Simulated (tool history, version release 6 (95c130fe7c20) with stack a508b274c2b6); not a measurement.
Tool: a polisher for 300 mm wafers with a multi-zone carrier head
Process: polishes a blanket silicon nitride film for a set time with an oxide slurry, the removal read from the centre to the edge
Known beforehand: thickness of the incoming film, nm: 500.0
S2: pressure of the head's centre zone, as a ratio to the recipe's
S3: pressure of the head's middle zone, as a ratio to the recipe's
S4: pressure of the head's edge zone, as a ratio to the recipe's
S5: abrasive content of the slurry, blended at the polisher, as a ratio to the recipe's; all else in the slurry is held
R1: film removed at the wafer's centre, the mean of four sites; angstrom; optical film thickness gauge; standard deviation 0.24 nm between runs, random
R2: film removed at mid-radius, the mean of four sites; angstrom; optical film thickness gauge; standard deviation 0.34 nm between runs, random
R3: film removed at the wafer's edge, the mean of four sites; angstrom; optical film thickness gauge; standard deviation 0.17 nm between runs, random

{"run": 1, "day": 0.0, "flow of slurry (ml/min)": 275, "S2": 1, "S3": 1, "S4": 1, "S5": 1, "polishing time (s)": 50, "R1": 230.61, "R2": 236.28, "R3": 226.64}
{"run": 2, "day": 0.292, "flow of slurry (ml/min)": 275, "S2": 1, "S3": 1, "S4": 1, "S5": 1.15, "polishing time (s)": 50, "R1": 238.97, "R2": 248.02, "R3": 246.23}
{"run": 3, "day": 0.562, "flow of slurry (ml/min)": 275, "S2": 1, "S3": 1, "S4": 1, "S5": 1.15, "polishing time (s)": 39, "R1": 189.76, "R2": 192.9, "R3": 190.95}
{"run": 4, "day": 0.754, "flow of slurry (ml/min)": 275, "S2": 1, "S3": 1, "S4": 1, "S5": 1.15, "polishing time (s)": 27, "R1": 129.96, "R2": 134.54, "R3": 132.68}
{"run": 5, "day": 0.788, "flow of slurry (ml/min)": 275, "S2": 1, "S3": 1.07, "S4": 1, "S5": 1.15, "polishing time (s)": 27, "R1": 130.21, "R2": 143.03, "R3": 131.6}
{"run": 6, "day": 1.15, "flow of slurry (ml/min)": 280, "S2": 1.01, "S3": 1.08, "S4": 1.02, "S5": 1.2, "polishing time (s)": 29, "R1": 146.75, "R2": 155.11, "R3": 144.8}
{"run": 7, "day": 1.288, "flow of slurry (ml/min)": 280, "S2": 1, "S3": 1.09, "S4": 1.03, "S5": 1.25, "polishing time (s)": 31, "R1": 155.67, "R2": 170.06, "R3": 158.54}
{"run": 8, "day": 1.354, "flow of slurry (ml/min)": 285, "S2": 1, "S3": 1.1, "S4": 1.05, "S5": 1.3, "polishing time (s)": 32, "R1": 164.39, "R2": 183.93, "R3": 166.82}
{"run": 9, "day": 1.496, "flow of slurry (ml/min)": 285, "S2": 1, "S3": 1.1, "S4": 1.05, "S5": 1.3, "polishing time (s)": 32, "R1": 167.68, "R2": 182.71, "R3": 168.07}
{"run": 10, "day": 1.871, "flow of slurry (ml/min)": 290, "S2": 1, "S3": 1.1, "S4": 1.07, "S5": 1.35, "polishing time (s)": 33, "R1": 173.52, "R2": 186.38, "R3": 179.09}
{"run": 11, "day": 1.967, "flow of slurry (ml/min)": 290, "S2": 1, "S3": 1.11, "S4": 1.08, "S5": 1.35, "polishing time (s)": 34, "R1": 177.71, "R2": 201.8, "R3": 181.85}
{"run": 12, "day": 2.3, "flow of slurry (ml/min)": 295, "S2": 1, "S3": 1.1, "S4": 1.09, "S5": 1.35, "polishing time (s)": 35, "R1": 184.94, "R2": 203.62, "R3": 188.84}
{"run": 13, "day": 2.554, "flow of slurry (ml/min)": 295, "S2": 1, "S3": 1.1, "S4": 1.1, "S5": 1.35, "polishing time (s)": 36, "R1": 188.67, "R2": 208.97, "R3": 193.95}
{"run": 14, "day": 2.921, "flow of slurry (ml/min)": 295, "S2": 1, "S3": 1.1, "S4": 1.11, "S5": 1.35, "polishing time (s)": 37, "R1": 192.31, "R2": 213.38, "R3": 201.95}
{"run": 15, "day": 3.279, "flow of slurry (ml/min)": 300, "S2": 1, "S3": 1.11, "S4": 1.12, "S5": 1.35, "polishing time (s)": 38, "R1": 199.3, "R2": 220.2, "R3": 208.13}
{"run": 16, "day": 3.592, "flow of slurry (ml/min)": 305, "S2": 1, "S3": 1.12, "S4": 1.13, "S5": 1.35, "polishing time (s)": 39, "R1": 207.41, "R2": 231.6, "R3": 213.62}
{"run": 17, "day": 3.708, "flow of slurry (ml/min)": 310, "S2": 1, "S3": 1.12, "S4": 1.14, "S5": 1.35, "polishing time (s)": 39, "R1": 200.97, "R2": 236.47, "R3": 213.62}

Estimate the outcome of run 18 from the log above:
{"run": 18, "day": 4.021, "flow of slurry (ml/min)": 310, "S2": 1, "S3": 1.12, "S4": 1.14, "S5": 1.35, "polishing time (s)": 39, "R1": "?", "R2": "?", "R3": "?"}

Run 18 yielded R1 204.24 angstrom, R2 229.17 angstrom, R3 212.78 angstrom.

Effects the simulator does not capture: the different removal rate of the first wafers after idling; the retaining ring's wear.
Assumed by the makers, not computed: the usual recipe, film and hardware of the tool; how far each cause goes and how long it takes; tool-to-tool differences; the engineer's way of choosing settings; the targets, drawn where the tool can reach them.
